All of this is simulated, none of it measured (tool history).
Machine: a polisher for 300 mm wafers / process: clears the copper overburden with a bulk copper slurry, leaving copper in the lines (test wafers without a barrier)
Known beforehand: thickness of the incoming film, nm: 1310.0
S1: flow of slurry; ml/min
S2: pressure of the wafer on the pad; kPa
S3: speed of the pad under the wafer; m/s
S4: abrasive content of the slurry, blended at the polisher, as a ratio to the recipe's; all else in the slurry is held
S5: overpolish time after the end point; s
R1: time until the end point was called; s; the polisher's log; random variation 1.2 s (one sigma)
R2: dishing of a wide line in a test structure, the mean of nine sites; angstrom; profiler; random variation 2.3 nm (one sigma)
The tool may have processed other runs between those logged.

run,hour,S1,S2,S3,S4,S5,R1,R2
1,0.0,305,19.3,1.18,1.0,22,117.95,1218.2
2,6.2,305,19.3,0.96,1.0,22,145.97,1119.6
3,15.1,305,19.3,0.96,1.2,22,143.26,1145.1
4,16.6,305,19.3,0.96,1.1,22,147.61,1108.1
5,19.3,305,19.3,1.22,1.1,22,112.90,1235.7
6,20.7,305,20.0,1.22,1.1,22,110.60,1237.2
7,22.6,305,20.7,1.22,1.1,23,109.24,1339.4
8,23.9,305,21.4,1.24,1.1,22,101.54,1334.5

Run 9 has not been measured yet. What should we expect?
9,31.4,305,22.1,1.24,1.1,22,?,?

{"run 9": {"R1": 101.9, "R2": 1340.7}}
